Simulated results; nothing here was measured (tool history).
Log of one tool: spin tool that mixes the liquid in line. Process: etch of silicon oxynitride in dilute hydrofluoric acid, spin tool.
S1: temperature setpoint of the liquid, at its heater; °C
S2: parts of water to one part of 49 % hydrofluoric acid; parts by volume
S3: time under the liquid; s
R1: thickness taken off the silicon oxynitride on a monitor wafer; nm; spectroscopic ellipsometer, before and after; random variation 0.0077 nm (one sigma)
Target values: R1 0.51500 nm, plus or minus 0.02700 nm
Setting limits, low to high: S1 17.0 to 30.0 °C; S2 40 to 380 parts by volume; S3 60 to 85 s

{"run": 1, "hour": 0.0, "S1": 22.0, "S2": 210, "S3": 85, "R1": 1.0008}
{"run": 2, "hour": 1.8, "S1": 24.5, "S2": 210, "S3": 85, "R1": 1.1313}
{"run": 3, "hour": 8.5, "S1": 24.5, "S2": 210, "S3": 60, "R1": 0.78537}
{"run": 4, "hour": 15.3, "S1": 24.5, "S2": 270, "S3": 60, "R1": 0.59853}
{"run": 5, "hour": 20.1, "S1": 24.5, "S2": 270, "S3": 85, "R1": 0.83375}
{"run": 6, "hour": 23.0, "S1": 24.5, "S2": 225, "S3": 85, "R1": 1.0562}
{"run": 7, "hour": 30.8, "S1": 23.0, "S2": 245, "S3": 85, "R1": 0.89521}
{"run": 8, "hour": 33.8, "S1": 22.5, "S2": 270, "S3": 85, "R1": 0.78633}

Of the 5 settings listed for the next run, only one would bring every result within its allowed miss of target. Which one?
{"run": "A", "hour": 36.8, "S1": 22.0, "S2": 275, "S3": 75, "R1": "?"}
{"run": "B", "hour": 36.8, "S1": 21.5, "S2": 260, "S3": 70, "R1": "?"}
{"run": "C", "hour": 36.8, "S1": 22.5, "S2": 295, "S3": 80, "R1": "?"}
{"run": "D", "hour": 36.8, "S1": 21.5, "S2": 290, "S3": 65, "R1": "?"}
{"run": "E", "hour": 36.8, "S1": 23.5, "S2": 275, "S3": 60, "R1": "?"}

move=A R1=0.66480
move=B R1=0.64827
move=C R1=0.66682
move=D R1=0.52937
move=E R1=0.56770
A: closes in on the targets versus the last run, not all within tolerance yet
B: closes in on the targets versus the last run, not all within tolerance yet
C: closes in on the targets versus the last run, not all within tolerance yet
D: each result inside its tolerance
E: closes in on the targets versus the last run, not all within tolerance yet
Answer: D

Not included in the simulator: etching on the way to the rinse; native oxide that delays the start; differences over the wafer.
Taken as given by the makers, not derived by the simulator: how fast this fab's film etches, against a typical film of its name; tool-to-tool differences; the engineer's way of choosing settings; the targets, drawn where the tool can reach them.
